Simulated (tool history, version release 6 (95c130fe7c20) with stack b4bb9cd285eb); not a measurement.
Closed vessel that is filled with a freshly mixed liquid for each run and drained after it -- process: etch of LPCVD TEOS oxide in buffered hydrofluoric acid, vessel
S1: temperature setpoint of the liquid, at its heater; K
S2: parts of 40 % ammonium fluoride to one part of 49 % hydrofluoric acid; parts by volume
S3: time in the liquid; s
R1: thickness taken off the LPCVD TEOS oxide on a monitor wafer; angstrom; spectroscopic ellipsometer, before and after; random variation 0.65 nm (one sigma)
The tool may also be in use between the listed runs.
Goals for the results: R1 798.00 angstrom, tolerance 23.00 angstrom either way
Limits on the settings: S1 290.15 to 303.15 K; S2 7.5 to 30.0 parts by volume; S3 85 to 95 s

| run | day | S1 | S2 | S3 | R1 |
|---|---|---|---|---|---|
| 1 | 0.000 | 295.15 | 20.5 | 85 | 1025.10 |
| 2 | 0.088 | 292.65 | 20.5 | 85 | 904.98 |
| 3 | 0.212 | 292.65 | 16.0 | 85 | 1138.10 |
| 4 | 0.425 | 295.15 | 16.0 | 85 | 1324.50 |
| 5 | 0.767 | 298.15 | 16.0 | 85 | 1564.60 |
| 6 | 0.854 | 298.15 | 16.0 | 95 | 1732.90 |
| 7 | 1.238 | 298.15 | 16.0 | 95 | 1723.10 |
| 8 | 1.296 | 296.65 | 17.5 | 95 | 1465.80 |
| 9 | 1.483 | 296.65 | 17.5 | 95 | 1464.70 |
| 10 | 1.604 | 295.15 | 18.5 | 95 | 1273.40 |
| 11 | 1.992 | 294.15 | 19.5 | 95 | 1145.20 |
| 12 | 2.129 | 293.15 | 20.0 | 95 | 1067.90 |
| 13 | 2.371 | 292.65 | 20.5 | 95 | 1009.00 |
| 14 | 2.475 | 292.15 | 21.0 | 95 | 956.91 |

Pick the move, out of 5, that brings all results within their allowed miss; only one does.
| A | 2.579 | 290.65 | 23.0 | 90 | ? |
| B | 2.579 | 290.15 | 24.0 | 85 | ? |
| C | 2.579 | 291.65 | 21.5 | 90 | ? |
| D | 2.579 | 292.15 | 22.0 | 90 | ? |
| E | 2.579 | 291.15 | 21.0 | 90 | ? |

| move | R1 |
|---|---|
| A | 789.98 |
| B | 704.00 |
| C | 876.17 |
| D | 887.15 |
| E | 865.58 |
A: hits every target within its allowed miss
B: takes the result that was furthest off past its target
C: better than the last run, though not everything is in spec
D: better than the last run, though not everything is in spec
E: better than the last run, though not everything is in spec
So the answer is move A, the one that meets all the targets.

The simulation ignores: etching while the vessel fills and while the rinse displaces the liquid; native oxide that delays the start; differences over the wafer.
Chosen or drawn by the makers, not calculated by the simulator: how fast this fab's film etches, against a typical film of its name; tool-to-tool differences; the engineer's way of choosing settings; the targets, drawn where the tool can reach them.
